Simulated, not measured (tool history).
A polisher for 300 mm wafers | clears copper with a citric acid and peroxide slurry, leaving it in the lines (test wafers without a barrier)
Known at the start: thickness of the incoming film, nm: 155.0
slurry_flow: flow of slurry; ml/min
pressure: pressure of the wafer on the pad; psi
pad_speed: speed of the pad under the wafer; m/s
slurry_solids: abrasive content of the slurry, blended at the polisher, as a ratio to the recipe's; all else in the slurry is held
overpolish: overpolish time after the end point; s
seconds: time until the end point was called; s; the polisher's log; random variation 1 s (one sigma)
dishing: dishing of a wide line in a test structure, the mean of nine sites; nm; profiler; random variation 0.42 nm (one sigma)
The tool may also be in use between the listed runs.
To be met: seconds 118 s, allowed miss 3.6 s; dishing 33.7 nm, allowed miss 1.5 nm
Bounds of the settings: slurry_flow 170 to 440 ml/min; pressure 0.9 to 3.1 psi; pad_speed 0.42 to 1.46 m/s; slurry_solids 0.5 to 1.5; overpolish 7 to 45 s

run	hour	slurry_flow	pressure	pad_speed	slurry_solids	overpolish	seconds	dishing
1	0	280	2	0.94	1	23	121.04	23.404
2	2	280	2	0.94	1	16	120.91	17.058
3	6.3	280	1.7	0.94	1	16	143.24	14.929
4	12.9	275	1.8	0.94	1	20	134.62	18.829
5	15	240	1.8	0.94	1	20	138.05	19.013
6	19.8	230	1.9	0.94	1	23	130.94	21.865
7	25.7	225	1.9	0.94	1	25	132.19	23.535
8	29.3	230	1.9	0.94	1	27	132.92	24.451

4 next moves are on the table. One of them brings every result within its allowed miss. Which?
A	32.9	215	2.2	0.96	0.8	40	?	?
B	32.9	185	1.7	0.94	0.9	24	?	?
C	32.9	200	2	1.14	1.15	37	?	?
D	32.9	265	2.3	0.86	0.9	34	?	?

move	seconds	dishing
A	119.23	38.495
B	154.31	20.003
C	109.1	38.561
D	115.89	34.715
A: takes the result that was furthest off past its target
B: further off than the last run
C: takes the result that was furthest off past its target
D: meets every target
The right move is D.
